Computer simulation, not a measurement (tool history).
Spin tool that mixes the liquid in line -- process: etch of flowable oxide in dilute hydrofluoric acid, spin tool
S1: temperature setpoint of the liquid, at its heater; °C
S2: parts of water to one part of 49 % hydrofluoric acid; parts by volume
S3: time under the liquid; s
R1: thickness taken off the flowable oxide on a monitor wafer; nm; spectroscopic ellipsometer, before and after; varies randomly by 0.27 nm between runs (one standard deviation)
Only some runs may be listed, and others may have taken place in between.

{"run": 1, "hour": 0.0, "S1": 24.0, "S2": 170, "S3": 100, "R1": 24.787}
{"run": 2, "hour": 7.3, "S1": 24.0, "S2": 170, "S3": 100, "R1": 24.593}
{"run": 3, "hour": 7.8, "S1": 27.5, "S2": 170, "S3": 100, "R1": 27.821}
{"run": 4, "hour": 13.7, "S1": 28.0, "S2": 160, "S3": 100, "R1": 30.789}
{"run": 5, "hour": 15.9, "S1": 28.5, "S2": 155, "S3": 100, "R1": 32.541}
{"run": 6, "hour": 22.1, "S1": 28.5, "S2": 130, "S3": 100, "R1": 40.095}
{"run": 7, "hour": 24.5, "S1": 32.0, "S2": 115, "S3": 100, "R1": 52.566}

Estimate the outcome of run 8 from the log above:
{"run": 8, "hour": 26.8, "S1": 31.5, "S2": 115, "S3": 100, "R1": "?"}

Run 8 gave R1 52.300 nm.
